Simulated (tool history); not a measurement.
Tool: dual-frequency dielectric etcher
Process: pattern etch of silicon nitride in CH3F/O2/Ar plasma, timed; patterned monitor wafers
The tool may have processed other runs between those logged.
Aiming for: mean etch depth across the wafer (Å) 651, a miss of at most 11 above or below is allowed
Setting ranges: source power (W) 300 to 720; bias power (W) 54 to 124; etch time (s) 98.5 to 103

| run | day | source power (W) | bias power (W) | etch time (s) | mean etch depth across the wafer (Å) |
|---|---|---|---|---|---|
| 1 | 0 | 510 | 89 | 98.5 | 774.82 |
| 2 | 0.112 | 510 | 89 | 98.5 | 782.77 |
| 3 | 0.479 | 600 | 89 | 98.5 | 847.93 |
| 4 | 0.629 | 520 | 87 | 98.5 | 785.56 |
| 5 | 0.879 | 520 | 87 | 103 | 820.69 |
| 6 | 1.121 | 460 | 84 | 103 | 764.35 |
| 7 | 1.412 | 410 | 83 | 103 | 711.68 |
| 8 | 1.592 | 320 | 82 | 103 | 619.22 |
|  | 1.658 | bias power generator calibrated |
| 9 | 1.658 | 330 | 82 | 103 | 625.59 |
| 10 | 1.725 | 340 | 82 | 103 | 629.34 |
| 11 | 1.892 | 390 | 83 | 103 | 688.21 |
| 12 | 2.104 | 380 | 83 | 103 | 676.39 |
| 13 | 2.142 | 370 | 83 | 103 | 671.87 |

Of the 4 settings listed for the next run, only one would bring every result within its allowed miss of target. Which one?
| A | 2.179 | 420 | 77 | 101 | ? |
| B | 2.179 | 410 | 65 | 100.5 | ? |
| C | 2.179 | 410 | 72 | 102 | ? |
| D | 2.179 | 430 | 75 | 100.5 | ? |

| move | mean etch depth across the wafer (Å) |
|---|---|
| A | 693.47 |
| B | 652.41 |
| C | 679.32 |
| D | 694.04 |
A: the biggest miss grows against the last run
B: meets every target
C: the biggest miss grows against the last run
D: the biggest miss grows against the last run
Move B is the one to make.

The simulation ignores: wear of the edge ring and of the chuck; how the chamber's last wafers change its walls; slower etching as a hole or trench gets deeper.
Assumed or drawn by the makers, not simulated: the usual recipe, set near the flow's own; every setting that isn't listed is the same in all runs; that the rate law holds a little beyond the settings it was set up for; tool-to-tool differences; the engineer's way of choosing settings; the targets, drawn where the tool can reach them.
